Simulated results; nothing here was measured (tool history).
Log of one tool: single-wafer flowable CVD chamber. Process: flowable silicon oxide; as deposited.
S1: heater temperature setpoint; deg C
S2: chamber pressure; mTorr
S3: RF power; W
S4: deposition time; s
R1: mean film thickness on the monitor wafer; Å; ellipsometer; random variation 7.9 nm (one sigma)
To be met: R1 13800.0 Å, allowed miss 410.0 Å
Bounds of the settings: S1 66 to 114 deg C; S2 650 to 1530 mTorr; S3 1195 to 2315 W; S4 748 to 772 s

| run | hour | S1 | S2 | S3 | S4 | R1 |
|---|---|---|---|---|---|---|
| 1 | 0.0 | 90 | 1090 | 1755 | 748 | 9428.5 |
| 2 | 3.3 | 90 | 1020 | 1755 | 748 | 8766.7 |
| 3 | 11.1 | 90 | 880 | 1755 | 748 | 7571.1 |
| 4 | 13.2 | 100 | 880 | 1755 | 748 | 5266.6 |
| 5 | 21.7 | 105 | 880 | 1755 | 748 | 4422.9 |
| 6 | 23.2 | 95 | 880 | 1755 | 748 | 6277.4 |
| 7 | 27.6 | 88 | 880 | 1755 | 748 | 8062.2 |
| 8 | 34.0 | 83 | 880 | 1755 | 748 | 9395.8 |
| 9 | 42.2 | 79 | 880 | 1755 | 748 | 10556.0 |
| 10 | 48.4 | 76 | 880 | 1755 | 748 | 11595.0 |

5 next moves are on the table. One of them brings every result within its allowed miss. Which?
| A | 54.6 | 71 | 930 | 1725 | 759 | ? |
| B | 54.6 | 71 | 860 | 1700 | 772 | ? |
| C | 54.6 | 71 | 850 | 1775 | 757 | ? |
| D | 54.6 | 73 | 980 | 1900 | 772 | ? |
| E | 54.6 | 69 | 850 | 1550 | 748 | ? |

| move | R1 |
|---|---|
| A | 13861.0 |
| B | 12952.0 |
| C | 12701.0 |
| D | 14557.0 |
| E | 12580.0 |
A: meets every target
B: nearer than the last run, and not there yet
C: nearer than the last run, and not there yet
D: takes the result that was furthest off past its target
E: nearer than the last run, and not there yet
Answer: A
